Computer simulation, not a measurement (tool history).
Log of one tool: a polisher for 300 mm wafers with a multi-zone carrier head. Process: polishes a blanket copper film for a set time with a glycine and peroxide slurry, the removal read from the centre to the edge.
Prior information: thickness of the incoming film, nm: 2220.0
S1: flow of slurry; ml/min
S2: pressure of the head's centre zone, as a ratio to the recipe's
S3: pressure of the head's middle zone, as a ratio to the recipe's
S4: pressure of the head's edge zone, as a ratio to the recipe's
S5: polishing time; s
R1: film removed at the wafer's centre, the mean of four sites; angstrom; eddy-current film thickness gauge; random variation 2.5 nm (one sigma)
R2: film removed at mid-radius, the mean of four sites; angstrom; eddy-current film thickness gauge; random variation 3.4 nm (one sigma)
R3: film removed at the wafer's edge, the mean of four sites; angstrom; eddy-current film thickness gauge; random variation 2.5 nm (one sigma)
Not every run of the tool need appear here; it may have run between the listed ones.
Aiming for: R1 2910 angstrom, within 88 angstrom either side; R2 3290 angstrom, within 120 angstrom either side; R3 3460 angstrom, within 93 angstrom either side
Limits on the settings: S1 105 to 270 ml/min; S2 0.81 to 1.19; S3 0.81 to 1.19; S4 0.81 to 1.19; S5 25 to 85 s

{"run": 1, "hour": 0.0, "S1": 175, "S2": 1, "S3": 1, "S4": 1, "S5": 55, "R1": 2642.5, "R2": 2724.5, "R3": 2636.1}
{"run": 2, "hour": 7.9, "S1": 185, "S2": 0.97, "S3": 1, "S4": 1.06, "S5": 58, "R1": 2748.2, "R2": 2898.8, "R3": 2886.9}
{"run": 3, "hour": 10.3, "S1": 195, "S2": 0.94, "S3": 1, "S4": 1.1, "S5": 60, "R1": 2790.3, "R2": 3034.7, "R3": 3053.4}
{"run": 4, "hour": 12.2, "S1": 195, "S2": 0.94, "S3": 1, "S4": 1.16, "S5": 60, "R1": 2762.1, "R2": 3071.4, "R3": 3176.2}
{"run": 5, "hour": 19.6, "S1": 205, "S2": 0.93, "S3": 1, "S4": 1.17, "S5": 61, "R1": 2746.5, "R2": 3093.1, "R3": 3205.1}
{"run": 6, "hour": 23.9, "S1": 205, "S2": 0.93, "S3": 0.96, "S4": 1.17, "S5": 61, "R1": 2793.9, "R2": 3016.7, "R3": 3205.3}
{"run": 7, "hour": 30.3, "S1": 205, "S2": 0.92, "S3": 0.97, "S4": 1.18, "S5": 62, "R1": 2809.7, "R2": 3128.4, "R3": 3288.4}
{"run": 8, "hour": 35.0, "S1": 205, "S2": 0.92, "S3": 0.97, "S4": 1.18, "S5": 63, "R1": 2870.6, "R2": 3132.8, "R3": 3315.1}

Exercise: of the 4 proposed moves below, exactly one satisfies all targets within the stated allowed misses. Which move is it?
{"run": "A", "hour": 39.7, "S1": 240, "S2": 0.89, "S3": 0.96, "S4": 1.13, "S5": 65, "R1": "?", "R2": "?", "R3": "?"}
{"run": "B", "hour": 39.7, "S1": 210, "S2": 1.02, "S3": 0.94, "S4": 1.19, "S5": 62, "R1": "?", "R2": "?", "R3": "?"}
{"run": "C", "hour": 39.7, "S1": 195, "S2": 0.94, "S3": 1.04, "S4": 1.07, "S5": 63, "R1": "?", "R2": "?", "R3": "?"}
{"run": "D", "hour": 39.7, "S1": 235, "S2": 0.92, "S3": 1.1, "S4": 1.15, "S5": 61, "R1": "?", "R2": "?", "R3": "?"}

move=A R1=2922.6 R2=3309.3 R3=3450.1
move=B R1=3135.7 R2=3044.7 R3=3334.7
move=C R1=2901 R2=3334.3 R3=3183.2
move=D R1=2830.5 R2=3475.8 R3=3253.9
A: all results land within tolerance of their targets
B: moves away from the targets compared with the last run
C: moves away from the targets compared with the last run
D: moves away from the targets compared with the last run
The right move is A.
